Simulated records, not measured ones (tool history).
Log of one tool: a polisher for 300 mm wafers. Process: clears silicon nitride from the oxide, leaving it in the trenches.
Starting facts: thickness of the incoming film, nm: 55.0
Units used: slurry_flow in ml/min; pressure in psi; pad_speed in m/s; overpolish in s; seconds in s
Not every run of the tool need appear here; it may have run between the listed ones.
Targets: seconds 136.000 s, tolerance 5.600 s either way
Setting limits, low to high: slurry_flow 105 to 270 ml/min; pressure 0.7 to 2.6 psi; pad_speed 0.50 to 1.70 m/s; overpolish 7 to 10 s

| run | hour | slurry_flow | pressure | pad_speed | overpolish | seconds |
|---|---|---|---|---|---|---|
| 1 | 0.0 | 175 | 1.6 | 1.10 | 10 | 86.909 |
| 2 | 1.4 | 175 | 1.6 | 1.10 | 7 | 85.928 |
| 3 | 9.0 | 195 | 1.6 | 1.10 | 7 | 87.755 |
| 4 | 17.1 | 235 | 1.6 | 1.10 | 7 | 84.090 |
| 5 | 24.9 | 235 | 1.5 | 1.10 | 7 | 87.535 |
| 6 | 31.0 | 235 | 1.5 | 1.26 | 7 | 80.853 |
| 7 | 32.3 | 235 | 1.4 | 1.24 | 7 | 85.145 |
| 8 | 37.6 | 225 | 0.9 | 1.12 | 7 | 116.490 |
| 9 | 42.9 | 225 | 0.9 | 1.10 | 7 | 116.650 |
| 10 | 49.4 | 225 | 0.9 | 1.08 | 7 | 114.120 |
| 11 | 53.1 | 225 | 0.9 | 1.04 | 7 | 122.320 |

Exercise: of the 4 proposed moves below, exactly one satisfies all targets within the stated allowed misses. Which move is it?
| A | 56.8 | 255 | 0.8 | 0.94 | 10 | ? |
| B | 56.8 | 135 | 0.8 | 1.20 | 10 | ? |
| C | 56.8 | 165 | 1.2 | 0.90 | 10 | ? |
| D | 56.8 | 190 | 0.9 | 1.00 | 7 | ? |

| move | seconds |
|---|---|
| A | 131.600 |
| B | 119.160 |
| C | 116.450 |
| D | 123.390 |
A: every result lands within tolerance
B: its largest miss is bigger than the last run's
C: its largest miss is bigger than the last run's
D: gains on the last run, yet a result remains outside its allowed miss
A meets every target.

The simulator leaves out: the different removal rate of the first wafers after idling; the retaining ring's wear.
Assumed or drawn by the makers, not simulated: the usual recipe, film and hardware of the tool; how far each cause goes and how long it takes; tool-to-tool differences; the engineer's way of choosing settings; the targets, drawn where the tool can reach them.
